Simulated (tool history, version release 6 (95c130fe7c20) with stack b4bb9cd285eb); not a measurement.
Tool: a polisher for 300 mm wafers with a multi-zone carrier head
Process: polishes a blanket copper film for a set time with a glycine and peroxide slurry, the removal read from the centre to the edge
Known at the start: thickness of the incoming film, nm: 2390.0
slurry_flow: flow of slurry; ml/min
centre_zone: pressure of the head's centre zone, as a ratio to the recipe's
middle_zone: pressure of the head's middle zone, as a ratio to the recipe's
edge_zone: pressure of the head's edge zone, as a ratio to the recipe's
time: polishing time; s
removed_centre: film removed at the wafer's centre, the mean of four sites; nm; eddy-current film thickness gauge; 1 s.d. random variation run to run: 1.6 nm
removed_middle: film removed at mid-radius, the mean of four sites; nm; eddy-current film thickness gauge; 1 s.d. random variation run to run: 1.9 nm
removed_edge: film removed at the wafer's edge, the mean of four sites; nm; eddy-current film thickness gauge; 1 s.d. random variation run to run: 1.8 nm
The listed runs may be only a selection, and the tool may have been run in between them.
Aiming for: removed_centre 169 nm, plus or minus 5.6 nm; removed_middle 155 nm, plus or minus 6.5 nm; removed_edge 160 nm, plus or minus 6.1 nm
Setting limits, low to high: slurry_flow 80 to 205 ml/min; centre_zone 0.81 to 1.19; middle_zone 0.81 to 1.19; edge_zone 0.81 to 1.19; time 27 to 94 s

{"run": 1, "hour": 0.0, "slurry_flow": 135, "centre_zone": 1, "middle_zone": 1, "edge_zone": 1, "time": 60, "removed_centre": 207.36, "removed_middle": 215.25, "removed_edge": 201.82}
{"run": 2, "hour": 7.4, "slurry_flow": 130, "centre_zone": 1, "middle_zone": 0.98, "edge_zone": 0.99, "time": 59, "removed_centre": 202.89, "removed_middle": 208.59, "removed_edge": 198.29}
{"run": 3, "hour": 10.3, "slurry_flow": 130, "centre_zone": 1.06, "middle_zone": 0.98, "edge_zone": 0.99, "time": 59, "removed_centre": 213.15, "removed_middle": 203.86, "removed_edge": 201.23}
{"run": 4, "hour": 17.4, "slurry_flow": 130, "centre_zone": 1.06, "middle_zone": 0.97, "edge_zone": 0.98, "time": 58, "removed_centre": 212.98, "removed_middle": 201.54, "removed_edge": 197.44}
{"run": 5, "hour": 18.9, "slurry_flow": 130, "centre_zone": 1.06, "middle_zone": 0.97, "edge_zone": 1.05, "time": 58, "removed_centre": 209.98, "removed_middle": 199.63, "removed_edge": 201.09}
{"run": 6, "hour": 24.1, "slurry_flow": 130, "centre_zone": 1.1, "middle_zone": 0.97, "edge_zone": 1.05, "time": 58, "removed_centre": 219.01, "removed_middle": 201.2, "removed_edge": 200.78}
{"run": 7, "hour": 25.2, "slurry_flow": 130, "centre_zone": 1.09, "middle_zone": 0.96, "edge_zone": 1.04, "time": 57, "removed_centre": 214.95, "removed_middle": 195.05, "removed_edge": 196.31}
{"run": 8, "hour": 26.1, "slurry_flow": 95, "centre_zone": 0.99, "middle_zone": 0.87, "edge_zone": 0.94, "time": 50, "removed_centre": 157.11, "removed_middle": 150.62, "removed_edge": 159.97}
{"run": 9, "hour": 27.7, "slurry_flow": 95, "centre_zone": 0.99, "middle_zone": 0.87, "edge_zone": 0.94, "time": 50, "removed_centre": 158.84, "removed_middle": 148.03, "removed_edge": 158.34}

Consider the 5 candidate settings below. Which is the only one whose results all fall within their allowed miss of target?
{"run": "A", "hour": 29.3, "slurry_flow": 80, "centre_zone": 0.95, "middle_zone": 0.81, "edge_zone": 0.9, "time": 58, "removed_centre": "?", "removed_middle": "?", "removed_edge": "?"}
{"run": "B", "hour": 29.3, "slurry_flow": 150, "centre_zone": 0.95, "middle_zone": 0.85, "edge_zone": 0.83, "time": 54, "removed_centre": "?", "removed_middle": "?", "removed_edge": "?"}
{"run": "C", "hour": 29.3, "slurry_flow": 85, "centre_zone": 0.94, "middle_zone": 0.89, "edge_zone": 0.91, "time": 58, "removed_centre": "?", "removed_middle": "?", "removed_edge": "?"}
{"run": "D", "hour": 29.3, "slurry_flow": 80, "centre_zone": 1.01, "middle_zone": 0.87, "edge_zone": 0.82, "time": 55, "removed_centre": "?", "removed_middle": "?", "removed_edge": "?"}
{"run": "E", "hour": 29.3, "slurry_flow": 95, "centre_zone": 0.98, "middle_zone": 0.9, "edge_zone": 0.84, "time": 57, "removed_centre": "?", "removed_middle": "?", "removed_edge": "?"}

move=A removed_centre=167.56 removed_middle=156.97 removed_edge=173.89
move=B removed_centre=178.97 removed_middle=171.3 removed_edge=169.37
move=C removed_centre=168.42 removed_middle=171.84 removed_edge=176.11
move=D removed_centre=169.08 removed_middle=157.8 removed_edge=158.02
move=E removed_centre=177.33 removed_middle=174.43 removed_edge=169.52
A: the worst result of the last run now meets its target, but another is out of spec
B: carries the result that was furthest off beyond its target, to the other side
C: the worst result of the last run now meets its target, but another is out of spec
D: every result within its allowed miss
E: carries the result that was furthest off beyond its target, to the other side
The right move is D.
